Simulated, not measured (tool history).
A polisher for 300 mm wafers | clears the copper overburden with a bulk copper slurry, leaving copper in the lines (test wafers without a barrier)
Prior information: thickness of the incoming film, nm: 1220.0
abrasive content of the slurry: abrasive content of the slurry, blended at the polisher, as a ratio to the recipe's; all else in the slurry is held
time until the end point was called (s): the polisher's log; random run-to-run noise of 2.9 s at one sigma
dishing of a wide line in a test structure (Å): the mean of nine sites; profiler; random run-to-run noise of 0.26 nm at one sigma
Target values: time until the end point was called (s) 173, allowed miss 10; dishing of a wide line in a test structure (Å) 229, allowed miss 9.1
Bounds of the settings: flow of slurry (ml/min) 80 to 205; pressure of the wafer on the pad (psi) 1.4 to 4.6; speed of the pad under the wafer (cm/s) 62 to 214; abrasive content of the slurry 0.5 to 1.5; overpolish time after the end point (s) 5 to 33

run    day  flow of slurry (ml/min)  pressure of the wafer on the pad (psi)  speed of the pad under the wafer (cm/s)  abrasive content of the slurry  overpolish time after the end point (s)  time until the end point was called (s)  dishing of a wide line in a test structure (Å)
  1      0                      135                                       3                                      138                               1                                       17                                   103.43                                          851.85
  2  0.138                      135                                       3                                      138                             0.8                                       17                                   111.22                                          854.91
  3  0.292                      135                                       3                                      112                             0.8                                       17                                   129.24                                          760.68
  4  0.433                      145                                     2.5                                       98                               1                                       14                                   163.25                                          577.29
  5  0.621                      160                                     2.2                                       90                            1.15                                       11                                   183.74                                          429.31
  6  0.808                      175                                       2                                       92                            1.25                                        9                                   190.74                                          343.68
  7  1.129                      205                                     1.4                                      128                             1.5                                        5                                   196.41                                          198.03
  8  1.242                      200                                     1.5                                      130                             1.5                                        5                                   185.05                                          213.92
  9  1.575                      200                                     1.5                                      130                             1.5                                        5                                   182.14                                          206.49
 10  1.829                      195                                     1.5                                      130                             1.5                                        5                                   182.26                                           210.4
 11  2.125                      190                                     1.5                                      130                             1.5                                        5                                   187.38                                          210.91

4 next moves are on the table. One of them brings every result within its allowed miss. Which?
  A  2.421                      205                                     1.7                                      148                             1.5                                        5                                        ?                                               ?
  B  2.421                      180                                     1.4                                      136                             1.5                                        5                                        ?                                               ?
  C  2.421                      195                                     1.4                                      140                             1.5                                        5                                        ?                                               ?
  D  2.421                      205                                     1.8                                      116                             1.5                                        5                                        ?                                               ?

move  time until the end point was called (s)  dishing of a wide line in a test structure (Å)
   A                                   148.91                                          253.83
   B                                   193.63                                          199.63
   C                                   187.45                                          205.48
   D                                   167.49                                          229.47
A: the result that was furthest off in the last run now lies on the other side of its target
B: lands further from the targets than the last run did
C: lands further from the targets than the last run did
D: hits every target within its allowed miss
D meets every target.
